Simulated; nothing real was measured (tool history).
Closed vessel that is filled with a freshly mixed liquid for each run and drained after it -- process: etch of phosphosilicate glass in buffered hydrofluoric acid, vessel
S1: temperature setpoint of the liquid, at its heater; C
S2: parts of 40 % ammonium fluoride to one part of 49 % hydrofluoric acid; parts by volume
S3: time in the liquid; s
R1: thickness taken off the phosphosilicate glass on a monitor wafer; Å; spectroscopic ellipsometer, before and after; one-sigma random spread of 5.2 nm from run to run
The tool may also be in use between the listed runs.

| run | hour | S1 | S2 | S3 | R1 |
|---|---|---|---|---|---|
| 1 | 0.0 | 22.0 | 12.0 | 100 | 4117.7 |
| 2 | 5.0 | 23.0 | 12.0 | 100 | 4335.7 |
| 3 | 11.8 | 23.0 | 12.0 | 105 | 4536.9 |
| 4 | 20.9 | 23.0 | 10.5 | 105 | 5179.6 |
| 5 | 24.7 | 23.0 | 10.5 | 100 | 4887.1 |
| 6 | 27.9 | 23.0 | 13.5 | 100 | 3842.6 |
| 7 | 32.0 | 24.5 | 13.5 | 100 | 4216.3 |
| 8 | 37.6 | 24.5 | 13.5 | 100 | 4197.4 |
| 9 | 42.9 | 25.5 | 13.5 | 100 | 4440.1 |
| 10 | 44.2 | 25.5 | 13.5 | 100 | 4445.2 |
| 11 | 50.6 | 26.5 | 13.5 | 100 | 4633.2 |
| 12 | 58.0 | 26.5 | 13.5 | 100 | 4566.8 |

For run 13, what comes out?
| 13 | 65.4 | 27.0 | 13.5 | 100 | ? |

R1: 4739.5 Å
